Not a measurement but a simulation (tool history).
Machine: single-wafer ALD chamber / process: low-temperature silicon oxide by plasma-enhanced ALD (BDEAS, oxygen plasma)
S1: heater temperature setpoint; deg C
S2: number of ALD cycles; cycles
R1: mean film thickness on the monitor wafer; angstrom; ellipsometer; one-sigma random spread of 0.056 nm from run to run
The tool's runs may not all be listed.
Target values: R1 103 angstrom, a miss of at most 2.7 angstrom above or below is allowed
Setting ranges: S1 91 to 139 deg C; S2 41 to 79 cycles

run 1 hour=0 | S1=115 S2=60 | R1=88.601
run 2 hour=2.6 | S1=125 S2=60 | R1=86.853
run 3 hour=6.1 | S1=125 S2=61 | R1=87.623
run 4 hour=8.2 | S1=124 S2=62 | R1=90.477
run 5 hour=9.9 | S1=124 S2=63 | R1=91.634
run 6 hour=14 | S1=124 S2=64 | R1=92.347
run 7 hour=17.4 | S1=124 S2=65 | R1=94.576
run 8 hour=18.2 | S1=124 S2=66 | R1=95.084
run 9 hour=22.4 | S1=124 S2=67 | R1=98.28
run 10 hour=23.7 | S1=123 S2=68 | R1=99.913

Pick the move, out of 5, that brings all results within their allowed miss; only one does.
run A hour=25 | S1=113 S2=63 | R1=?
run B hour=25 | S1=121 S2=70 | R1=?
run C hour=25 | S1=123 S2=66 | R1=?
run D hour=25 | S1=112 S2=64 | R1=?
run E hour=25 | S1=132 S2=68 | R1=?

move=A R1=92.949
move=B R1=101.53
move=C R1=95.321
move=D R1=94.624
move=E R1=96.305
A: misses by more than the last run did
B: all results land within tolerance of their targets
C: misses by more than the last run did
D: misses by more than the last run did
E: misses by more than the last run did
B is the move that brings every result within its allowed miss.
